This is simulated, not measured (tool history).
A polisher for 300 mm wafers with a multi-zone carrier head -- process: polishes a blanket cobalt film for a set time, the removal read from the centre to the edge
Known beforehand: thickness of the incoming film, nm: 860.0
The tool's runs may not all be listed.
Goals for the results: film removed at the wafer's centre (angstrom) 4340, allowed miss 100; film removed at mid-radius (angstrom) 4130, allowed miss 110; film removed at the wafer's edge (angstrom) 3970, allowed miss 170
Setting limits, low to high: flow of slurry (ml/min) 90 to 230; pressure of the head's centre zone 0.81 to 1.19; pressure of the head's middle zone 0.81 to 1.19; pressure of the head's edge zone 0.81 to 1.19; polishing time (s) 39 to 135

| run | hour | flow of slurry (ml/min) | pressure of the head's centre zone | pressure of the head's middle zone | pressure of the head's edge zone | polishing time (s) | film removed at the wafer's centre (angstrom) | film removed at mid-radius (angstrom) | film removed at the wafer's edge (angstrom) |
|---|---|---|---|---|---|---|---|---|---|
| 1 | 0 | 150 | 1 | 1 | 1 | 87 | 2961.6 | 2964.5 | 3040 |
| 2 | 7.2 | 150 | 1 | 1.05 | 1 | 87 | 2986.1 | 3060.8 | 3041.9 |
| 3 | 9.3 | 160 | 1.02 | 1.07 | 1.02 | 89 | 3156 | 3246.4 | 3235.7 |
| 4 | 16.2 | 160 | 1.09 | 1.07 | 1.02 | 89 | 3359.9 | 3267.2 | 3129.3 |
| 5 | 22 | 135 | 1.09 | 1.07 | 1.02 | 89 | 3224 | 3136.2 | 2978.9 |
| 6 | 30.5 | 150 | 1.11 | 1.08 | 1.04 | 90 | 3407.8 | 3284.2 | 3140.4 |
| 7 | 34.1 | 160 | 1.12 | 1.09 | 1.06 | 91 | 3527.4 | 3379.3 | 3323.7 |
| 8 | 40.9 | 170 | 1.13 | 1.1 | 1.06 | 92 | 3657.9 | 3490.8 | 3330.6 |
| 9 | 49.2 | 180 | 1.14 | 1.11 | 1.08 | 93 | 3770.7 | 3617.4 | 3428.5 |
| 10 | 56.5 | 185 | 1.15 | 1.12 | 1.1 | 94 | 3863.8 | 3703.9 | 3530.7 |
| 11 | 61.8 | 190 | 1.16 | 1.13 | 1.11 | 95 | 3926.7 | 3722.8 | 3568.9 |
| 12 | 64.6 | 195 | 1.16 | 1.14 | 1.12 | 96 | 4025.9 | 3827.6 | 3667.7 |
| 13 | 71.8 | 200 | 1.16 | 1.15 | 1.13 | 96 | 4024.8 | 3891 | 3640.7 |

Exactly one of the 4 candidate moves below puts every result within its allowed miss. Which one?
| A | 79 | 175 | 1.16 | 1.14 | 1.11 | 106 | ? | ? | ? |
| B | 79 | 155 | 0.99 | 0.88 | 1.19 | 114 | ? | ? | ? |
| C | 79 | 175 | 1.13 | 0.94 | 1.19 | 106 | ? | ? | ? |
| D | 79 | 220 | 1.16 | 1 | 1.12 | 97 | ? | ? | ? |

| move | film removed at the wafer's centre (angstrom) | film removed at mid-radius (angstrom) | film removed at the wafer's edge (angstrom) |
|---|---|---|---|
| A | 4350.6 | 4125.8 | 3955.9 |
| B | 3881 | 3555.2 | 4351 |
| C | 4231.9 | 3552 | 4110.7 |
| D | 4138.4 | 3531.2 | 3740.1 |
A: in spec on every target
B: the biggest miss grows against the last run
C: the biggest miss grows against the last run
D: the biggest miss grows against the last run
A meets every target.

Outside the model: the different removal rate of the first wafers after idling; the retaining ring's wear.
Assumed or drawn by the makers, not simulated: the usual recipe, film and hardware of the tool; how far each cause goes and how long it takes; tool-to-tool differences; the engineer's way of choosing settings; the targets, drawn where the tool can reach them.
